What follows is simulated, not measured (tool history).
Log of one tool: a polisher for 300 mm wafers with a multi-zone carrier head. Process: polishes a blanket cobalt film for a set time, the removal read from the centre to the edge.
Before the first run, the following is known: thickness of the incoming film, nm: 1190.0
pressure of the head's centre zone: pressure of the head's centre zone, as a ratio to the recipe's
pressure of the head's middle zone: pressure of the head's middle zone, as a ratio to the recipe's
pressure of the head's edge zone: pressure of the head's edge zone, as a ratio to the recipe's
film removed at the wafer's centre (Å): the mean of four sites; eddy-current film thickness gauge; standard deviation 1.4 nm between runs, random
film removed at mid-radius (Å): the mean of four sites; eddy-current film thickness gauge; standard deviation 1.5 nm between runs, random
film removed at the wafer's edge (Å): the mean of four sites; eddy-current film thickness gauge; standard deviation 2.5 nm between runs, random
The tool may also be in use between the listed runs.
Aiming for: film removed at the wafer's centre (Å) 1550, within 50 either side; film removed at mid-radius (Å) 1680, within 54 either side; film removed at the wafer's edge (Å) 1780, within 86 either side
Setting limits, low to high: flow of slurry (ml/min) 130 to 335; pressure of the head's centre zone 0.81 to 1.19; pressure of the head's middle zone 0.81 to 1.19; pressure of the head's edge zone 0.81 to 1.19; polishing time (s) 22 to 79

run  hour  flow of slurry (ml/min)  pressure of the head's centre zone  pressure of the head's middle zone  pressure of the head's edge zone  polishing time (s)  film removed at the wafer's centre (Å)  film removed at mid-radius (Å)  film removed at the wafer's edge (Å)
  1     0                      215                                   1                                   1                                 1                  50                                  3070.2                          3091.8                                2965.4
  2   5.2                      215                                1.05                                   1                                 1                  50                                  3155.7                          3092.4                                  2854
  3   7.2                      215                                1.05                                   1                              1.03                  50                                  3206.9                          3113.9                                3048.5
  4  10.3                      200                                0.99                                0.98                              1.02                  44                                  2595.1                          2628.4                                2602.1
  5  18.3                      145                                0.99                                0.98                              1.02                  44                                  2488.1                          2475.5                                2511.6
  6  21.9                      145                                0.96                                0.98                              1.02                  44                                  2412.6                          2516.7                                2514.8
  7  25.5                      140                                0.93                                0.95                                 1                  40                                  2084.6                          2183.6                                2232.7
  8  32.9                      140                                 0.9                                0.92                              0.98                  39                                  1995.6                          2084.2                                2184.9
  9  38.4                      140                                0.88                                0.91                              0.96                  37                                  1835.1                          1934.2                                1992.6
 10    40                      140                                0.86                                 0.9                              0.96                  36                                    1768                          1865.2                                1923.7
 11  47.4                      135                                0.85                                0.89                              0.97                  35                                  1698.6                          1784.8                                  1899
 12  55.9                      135                                0.84                                0.89                              0.97                  34                                    1613                          1727.8                                1833.1
 13  63.3                      135                                0.83                                0.89                              0.97                  34                                  1608.4                          1757.4                                1840.2

5 candidate next runs follow, results not yet known. Just one meets every target within its allowed miss. Identify it.
  A  70.7                      130                                0.87                                0.82                              0.98                  35                                       ?                               ?                                     ?
  B  70.7                      135                                0.85                                1.13                              0.94                  29                                       ?                               ?                                     ?
  C  70.7                      145                                0.82                                0.92                              0.96                  33                                       ?                               ?                                     ?
  D  70.7                      130                                0.82                                0.87                              0.93                  34                                       ?                               ?                                     ?
  E  70.7                      135                                0.87                                   1                              0.91                  30                                       ?                               ?                                     ?

move  film removed at the wafer's centre (Å)  film removed at mid-radius (Å)  film removed at the wafer's edge (Å)
   A                                  1686.3                          1667.5                                1888.9
   B                                  1389.1                          1826.4                                1540.8
   C                                    1563                          1777.6                                1796.9
   D                                  1559.8                          1700.9                                1791.7
   E                                  1463.9                          1702.5                                1574.2
A: brings the result that was furthest off to its target, and leaves another outside
B: misses by more than the last run did
C: misses by more than the last run did
D: in spec on every target
E: brings the result that was furthest off to its target, and leaves another outside
Go with D: it meets all targets.
